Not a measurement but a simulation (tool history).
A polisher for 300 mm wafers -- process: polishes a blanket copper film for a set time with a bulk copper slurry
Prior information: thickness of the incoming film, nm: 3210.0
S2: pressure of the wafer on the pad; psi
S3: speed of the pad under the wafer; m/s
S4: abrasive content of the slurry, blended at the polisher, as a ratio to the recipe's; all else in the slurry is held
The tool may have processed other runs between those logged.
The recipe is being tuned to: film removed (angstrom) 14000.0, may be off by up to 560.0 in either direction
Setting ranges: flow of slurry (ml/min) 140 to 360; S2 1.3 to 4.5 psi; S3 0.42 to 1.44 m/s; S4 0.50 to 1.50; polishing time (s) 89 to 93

run 1 day=0.000 | flow_of_slurry_(ml/min)=230 S2=2.9 S3=0.92 S4=1.00 polishing_time_(s)=89 | film_removed_(angstrom)=6752.4
run 2 day=0.208 | flow_of_slurry_(ml/min)=230 S2=2.9 S3=1.10 S4=1.00 polishing_time_(s)=89 | film_removed_(angstrom)=8052.7
run 3 day=0.367 | flow_of_slurry_(ml/min)=230 S2=2.9 S3=1.10 S4=1.00 polishing_time_(s)=89 | film_removed_(angstrom)=7992.1
run 4 day=0.596 | flow_of_slurry_(ml/min)=230 S2=2.3 S3=1.10 S4=1.00 polishing_time_(s)=89 | film_removed_(angstrom)=6905.8
run 5 day=0.938 | flow_of_slurry_(ml/min)=230 S2=2.3 S3=1.10 S4=0.90 polishing_time_(s)=89 | film_removed_(angstrom)=6663.3
run 6 day=1.083 | flow_of_slurry_(ml/min)=230 S2=2.3 S3=1.10 S4=0.75 polishing_time_(s)=89 | film_removed_(angstrom)=6313.2
run 7 day=1.300 | flow_of_slurry_(ml/min)=230 S2=2.6 S3=1.12 S4=0.75 polishing_time_(s)=89 | film_removed_(angstrom)=7031.8
run 8 day=1.325 | flow_of_slurry_(ml/min)=230 S2=2.9 S3=1.14 S4=0.75 polishing_time_(s)=89 | film_removed_(angstrom)=7564.5
run 9 day=1.608 | flow_of_slurry_(ml/min)=230 S2=3.1 S3=1.18 S4=0.75 polishing_time_(s)=89 | film_removed_(angstrom)=8391.2
-- day=1.717 slurry blender recalibrated
run 10 day=1.717 | flow_of_slurry_(ml/min)=230 S2=3.3 S3=1.20 S4=0.75 polishing_time_(s)=89 | film_removed_(angstrom)=9503.5
run 11 day=1.792 | flow_of_slurry_(ml/min)=230 S2=4.1 S3=1.22 S4=0.75 polishing_time_(s)=89 | film_removed_(angstrom)=11688.0

5 next moves are on the table. One of them brings every result within its allowed miss. Which?
run A day=1.867 | flow_of_slurry_(ml/min)=275 S2=3.9 S3=1.30 S4=0.60 polishing_time_(s)=89 | film_removed_(angstrom)=?
run B day=1.867 | flow_of_slurry_(ml/min)=225 S2=4.1 S3=0.94 S4=0.80 polishing_time_(s)=89 | film_removed_(angstrom)=?
run C day=1.867 | flow_of_slurry_(ml/min)=220 S2=4.1 S3=1.16 S4=0.55 polishing_time_(s)=89 | film_removed_(angstrom)=?
run D day=1.867 | flow_of_slurry_(ml/min)=205 S2=4.5 S3=1.30 S4=0.75 polishing_time_(s)=93 | film_removed_(angstrom)=?
run E day=1.867 | flow_of_slurry_(ml/min)=215 S2=3.8 S3=1.16 S4=0.55 polishing_time_(s)=90 | film_removed_(angstrom)=?

move=A film_removed_(angstrom)=11208.0
move=B film_removed_(angstrom)=9278.8
move=C film_removed_(angstrom)=9873.7
move=D film_removed_(angstrom)=13882.0
move=E film_removed_(angstrom)=9401.1
A: misses by more than the last run did
B: misses by more than the last run did
C: misses by more than the last run did
D: every result lands within tolerance
E: misses by more than the last run did
Correct choice: D, which meets every target
